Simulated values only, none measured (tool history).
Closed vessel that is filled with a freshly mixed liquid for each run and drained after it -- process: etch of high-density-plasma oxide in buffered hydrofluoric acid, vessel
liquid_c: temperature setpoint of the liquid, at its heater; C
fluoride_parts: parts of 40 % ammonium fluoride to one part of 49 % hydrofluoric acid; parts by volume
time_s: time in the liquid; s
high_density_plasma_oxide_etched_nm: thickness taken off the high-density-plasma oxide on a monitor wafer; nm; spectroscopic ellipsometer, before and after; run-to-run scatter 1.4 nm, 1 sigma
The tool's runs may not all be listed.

| run | day | liquid_c | fluoride_parts | time_s | high_density_plasma_oxide_etched_nm |
|---|---|---|---|---|---|
| 1 | 0.000 | 24.0 | 8.0 | 100 | 214.45 |
| 2 | 0.154 | 24.0 | 6.5 | 100 | 264.49 |
| 3 | 0.179 | 22.0 | 6.5 | 100 | 234.07 |
| 4 | 0.333 | 21.0 | 7.0 | 100 | 206.86 |
| 5 | 0.462 | 21.0 | 5.0 | 100 | 276.89 |
| 6 | 0.812 | 21.0 | 5.0 | 100 | 276.21 |
| 7 | 1.117 | 20.0 | 6.0 | 100 | 230.74 |
| 8 | 1.288 | 19.5 | 6.5 | 100 | 204.87 |
| 9 | 1.592 | 19.0 | 7.0 | 100 | 185.82 |
| 10 | 1.704 | 18.5 | 7.5 | 100 | 166.98 |

Predict the results of run 11:
| 11 | 2.000 | 18.0 | 7.5 | 100 | ? |

For run 11 the tool returned high_density_plasma_oxide_etched_nm 161.96 nm.
